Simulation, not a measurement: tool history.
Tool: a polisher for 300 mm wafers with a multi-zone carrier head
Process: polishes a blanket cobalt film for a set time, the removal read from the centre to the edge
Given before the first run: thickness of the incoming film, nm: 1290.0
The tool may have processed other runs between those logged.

run    day  flow of slurry (ml/min)  pressure of the head's centre zone  pressure of the head's middle zone  pressure of the head's edge zone  polishing time (s)  film removed at the wafer's centre (nm)  film removed at mid-radius (nm)  film removed at the wafer's edge (nm)
  1      0                      235                                   1                                   1                                 1                  59                                   348.78                            346.8                                 341.64
  2  0.033                      235                                   1                                   1                                 1                  66                                    390.8                           383.25                                 379.42
  3  0.379                      235                                   1                                   1                              0.92                  66                                   390.56                           384.08                                 371.67
  4  0.467                      235                                1.07                                   1                              0.92                  66                                   407.28                           386.68                                 373.39
  5  0.621                      245                                1.08                                1.02                              0.95                  67                                    418.7                           397.71                                 385.63
  6  0.842                      255                                 1.1                                1.04                              0.97                  68                                   440.43                           408.07                                 393.31
  7  1.033                      255                                1.09                                1.06                              0.98                  69                                    435.6                           422.53                                 394.33
  8  1.092                      260                                1.09                                1.07                                 1                  70                                   439.72                           435.87                                  412.4

Expected results for the next run?
  9  1.292                      265                                1.11                                1.08                              1.01                  71                                        ?                                ?                                      ?

{"run 9": {"film removed at the wafer's centre (nm)": 462.68, "film removed at mid-radius (nm)": 445.54, "film removed at the wafer's edge (nm)": 414.08}}

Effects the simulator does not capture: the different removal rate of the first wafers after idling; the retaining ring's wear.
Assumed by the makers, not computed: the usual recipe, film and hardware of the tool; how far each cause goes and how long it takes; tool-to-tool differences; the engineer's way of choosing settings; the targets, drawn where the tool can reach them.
